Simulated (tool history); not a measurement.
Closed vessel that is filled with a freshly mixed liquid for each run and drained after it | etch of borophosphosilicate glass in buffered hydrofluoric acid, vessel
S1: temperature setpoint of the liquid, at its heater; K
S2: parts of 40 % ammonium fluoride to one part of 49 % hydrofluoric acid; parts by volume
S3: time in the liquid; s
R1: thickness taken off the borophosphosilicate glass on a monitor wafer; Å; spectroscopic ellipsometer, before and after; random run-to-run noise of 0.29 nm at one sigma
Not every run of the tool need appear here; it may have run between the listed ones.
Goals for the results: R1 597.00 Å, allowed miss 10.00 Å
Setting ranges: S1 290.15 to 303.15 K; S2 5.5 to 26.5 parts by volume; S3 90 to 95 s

run  hour      S1    S2  S3      R1
  1   0.0  295.15  16.0  90  834.80
  2   2.8  295.15  16.0  90  847.84
  3  11.7  293.65  16.5  90  753.95
  4  13.8  295.65  16.5  90  838.42
  5  14.7  295.65  19.0  90  732.99
  6  18.7  297.15  19.0  90  793.74
  7  22.7  295.65  19.0  90  729.81
  8  26.4  291.65  19.0  90  582.75

Of the 4 settings listed for the next run, only one would bring every result within its allowed miss of target. Which one?
  A  30.1  291.65  20.5  95   ?
  B  30.1  291.15  19.0  95   ?
  C  30.1  292.65  21.0  90   ?
  D  30.1  292.15  20.0  90   ?

move      R1
   A  578.85
   B  602.46
   C  570.30
   D  573.69
A: misses by more than the last run did
B: in spec on every target
C: misses by more than the last run did
D: misses by more than the last run did
Answer: B
